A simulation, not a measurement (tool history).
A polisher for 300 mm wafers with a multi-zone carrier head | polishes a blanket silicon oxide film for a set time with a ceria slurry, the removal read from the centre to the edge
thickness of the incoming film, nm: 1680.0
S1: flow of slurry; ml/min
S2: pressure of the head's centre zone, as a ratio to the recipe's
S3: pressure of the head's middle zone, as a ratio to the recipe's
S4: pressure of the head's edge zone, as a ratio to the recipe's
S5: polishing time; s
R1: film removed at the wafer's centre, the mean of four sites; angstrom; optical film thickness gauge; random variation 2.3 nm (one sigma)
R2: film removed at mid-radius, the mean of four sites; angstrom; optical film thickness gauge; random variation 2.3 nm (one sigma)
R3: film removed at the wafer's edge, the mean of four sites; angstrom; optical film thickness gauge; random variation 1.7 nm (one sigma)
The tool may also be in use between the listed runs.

Run 1, day 0: S1 175 ml/min, S2 1, S3 1, S4 1, S5 50 s. Result: R1 2928.4 angstrom, R2 2700.4 angstrom, R3 2916.9 angstrom.
Run 2, day 0.367: S1 175 ml/min, S2 1, S3 1, S4 1, S5 42 s. Result: R1 2467.4 angstrom, R2 2302.9 angstrom, R3 2408.7 angstrom.
Run 3, day 0.512: S1 175 ml/min, S2 1, S3 0.97, S4 1, S5 42 s. Result: R1 2440.2 angstrom, R2 2264.5 angstrom, R3 2441.4 angstrom.
Run 4, day 0.6: S1 170 ml/min, S2 0.98, S3 1.02, S4 0.98, S5 42 s. Result: R1 2340.7 angstrom, R2 2348 angstrom, R3 2388.6 angstrom.
Run 5, day 0.725: S1 170 ml/min, S2 0.98, S3 1.09, S4 0.98, S5 42 s. Result: R1 2333.5 angstrom, R2 2502.5 angstrom, R3 2416 angstrom.
Run 6, day 0.771: S1 195 ml/min, S2 0.98, S3 1.09, S4 0.98, S5 42 s. Result: R1 2456.1 angstrom, R2 2517.3 angstrom, R3 2435.1 angstrom.
Run 7, day 0.871: S1 185 ml/min, S2 0.98, S3 1.09, S4 0.95, S5 42 s. Result: R1 2386.8 angstrom, R2 2492.6 angstrom, R3 2387.6 angstrom.
Run 8, day 1.146: S1 180 ml/min, S2 0.98, S3 1.1, S4 0.92, S5 42 s. Result: R1 2381.5 angstrom, R2 2534.8 angstrom, R3 2352 angstrom.

Forecast run 9:
Run 9, day 1.354: S1 175 ml/min, S2 0.98, S3 1.1, S4 0.91, S5 42 s. Result: R1 ?, R2 ?, R3 ?.

R1: 2382.5 angstrom
R2: 2457 angstrom
R3: 2311.1 angstrom
